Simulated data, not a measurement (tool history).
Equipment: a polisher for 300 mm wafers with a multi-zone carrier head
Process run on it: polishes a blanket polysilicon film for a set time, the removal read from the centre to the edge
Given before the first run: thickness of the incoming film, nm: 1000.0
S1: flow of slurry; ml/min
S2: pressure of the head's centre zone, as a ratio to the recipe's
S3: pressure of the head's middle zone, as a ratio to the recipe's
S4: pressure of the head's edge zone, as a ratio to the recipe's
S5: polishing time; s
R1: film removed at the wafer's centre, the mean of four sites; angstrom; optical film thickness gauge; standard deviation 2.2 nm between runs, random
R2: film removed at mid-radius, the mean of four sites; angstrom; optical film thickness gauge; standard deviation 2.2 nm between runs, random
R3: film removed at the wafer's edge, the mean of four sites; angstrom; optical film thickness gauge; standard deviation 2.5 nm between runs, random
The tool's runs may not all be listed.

run  hour   S1    S2    S3    S4  S5      R1      R2      R3
  1     0  160     1     1     1  47  3258.3  3393.9  3393.7
  2   6.7  160     1  1.07     1  47    3284  3664.9  3372.9
  3  12.3  160  1.03  1.07     1  47  3417.1  3556.3  3426.9
  4    21  185  1.03  1.07     1  47    3535  3720.6  3423.3
  5    25  185  1.03  1.07     1  36  2689.5  2831.2  2580.3
  6    32  185  1.03  1.07  1.07  36  2639.8  2814.6  2806.2
  7  33.4  175  1.02  1.01  1.04  34  2484.2  2529.2  2544.6

What will run 8 give?
  8  36.3  130  0.94  0.91  1.01  31   ?   ?   ?

R1: 1978.7 angstrom
R2: 2046.4 angstrom
R3: 2189.5 angstrom

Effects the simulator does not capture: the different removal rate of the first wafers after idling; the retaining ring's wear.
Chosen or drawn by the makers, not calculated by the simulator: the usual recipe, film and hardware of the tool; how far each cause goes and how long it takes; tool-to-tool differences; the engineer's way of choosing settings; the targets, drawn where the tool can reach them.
